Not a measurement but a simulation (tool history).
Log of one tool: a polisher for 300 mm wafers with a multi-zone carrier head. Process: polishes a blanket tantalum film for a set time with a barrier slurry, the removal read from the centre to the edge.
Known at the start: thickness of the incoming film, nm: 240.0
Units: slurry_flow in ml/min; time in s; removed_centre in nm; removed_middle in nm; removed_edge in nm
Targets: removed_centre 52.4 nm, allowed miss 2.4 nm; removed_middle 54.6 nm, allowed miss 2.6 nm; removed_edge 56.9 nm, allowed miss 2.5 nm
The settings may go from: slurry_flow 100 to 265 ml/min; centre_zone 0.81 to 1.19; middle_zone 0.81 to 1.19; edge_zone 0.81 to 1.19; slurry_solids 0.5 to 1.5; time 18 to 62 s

Run 1, hour 0: slurry_flow 170 ml/min, centre_zone 1, middle_zone 1, edge_zone 1, slurry_solids 1, time 40 s. Result: removed_centre 66.982 nm, removed_middle 68.655 nm, removed_edge 67.735 nm.
Run 2, hour 5.5: slurry_flow 170 ml/min, centre_zone 1, middle_zone 1, edge_zone 1, slurry_solids 0.85, time 40 s. Result: removed_centre 64.747 nm, removed_middle 64.965 nm, removed_edge 63.137 nm.
Run 3, hour 12.5: slurry_flow 170 ml/min, centre_zone 0.93, middle_zone 1, edge_zone 1, slurry_solids 0.85, time 40 s. Result: removed_centre 60.46 nm, removed_middle 64.065 nm, removed_edge 63.195 nm.
Run 4, hour 18.4: slurry_flow 160 ml/min, centre_zone 0.91, middle_zone 0.98, edge_zone 0.99, slurry_solids 0.8, time 40 s. Result: removed_centre 56.61 nm, removed_middle 60.978 nm, removed_edge 62.95 nm.
Run 5, hour 22.9: slurry_flow 160 ml/min, centre_zone 0.91, middle_zone 0.98, edge_zone 0.98, slurry_solids 0.75, time 40 s. Result: removed_centre 55.192 nm, removed_middle 59.377 nm, removed_edge 59.314 nm.
Run 6, hour 26: slurry_flow 155 ml/min, centre_zone 0.91, middle_zone 0.97, edge_zone 0.97, slurry_solids 0.75, time 40 s. Result: removed_centre 54.56 nm, removed_middle 58.918 nm, removed_edge 59.862 nm.
Run 7, hour 33: slurry_flow 150 ml/min, centre_zone 0.92, middle_zone 0.96, edge_zone 0.96, slurry_solids 0.75, time 40 s. Result: removed_centre 54.859 nm, removed_middle 57.487 nm, removed_edge 57.551 nm.
At hour 38.2: worn pad replaced by a new one.
Run 8, hour 38.2: slurry_flow 145 ml/min, centre_zone 0.92, middle_zone 0.95, edge_zone 0.96, slurry_solids 0.75, time 40 s. Result: removed_centre 60.534 nm, removed_middle 63.476 nm, removed_edge 64.168 nm.
Run 9, hour 40.4: slurry_flow 160 ml/min, centre_zone 0.91, middle_zone 0.95, edge_zone 0.97, slurry_solids 0.75, time 40 s. Result: removed_centre 59.093 nm, removed_middle 64.8 nm, removed_edge 64.642 nm.

4 next moves are on the table. One of them brings every result within its allowed miss. Which?
Run A, hour 42.6: slurry_flow 205 ml/min, centre_zone 0.89, middle_zone 0.91, edge_zone 0.96, slurry_solids 0.85, time 32 s. Result: removed_centre ?, removed_middle ?, removed_edge ?.
Run B, hour 42.6: slurry_flow 170 ml/min, centre_zone 0.96, middle_zone 0.86, edge_zone 0.99, slurry_solids 0.8, time 35 s. Result: removed_centre ?, removed_middle ?, removed_edge ?.
Run C, hour 42.6: slurry_flow 130 ml/min, centre_zone 0.82, middle_zone 0.97, edge_zone 1.01, slurry_solids 0.7, time 36 s. Result: removed_centre ?, removed_middle ?, removed_edge ?.
Run D, hour 42.6: slurry_flow 175 ml/min, centre_zone 0.81, middle_zone 0.95, edge_zone 1, slurry_solids 0.7, time 35 s. Result: removed_centre ?, removed_middle ?, removed_edge ?.

move  removed_centre  removed_middle  removed_edge
   A          52.765          55.078        57.024
   B          59.259          54.816        60.711
   C          46.947          56.471        57.444
   D          46.664          55.637        56.851
A: meets every target
B: brings the result that was furthest off to its target, and leaves another outside
C: brings the result that was furthest off to its target, and leaves another outside
D: brings the result that was furthest off to its target, and leaves another outside
The right move is A.
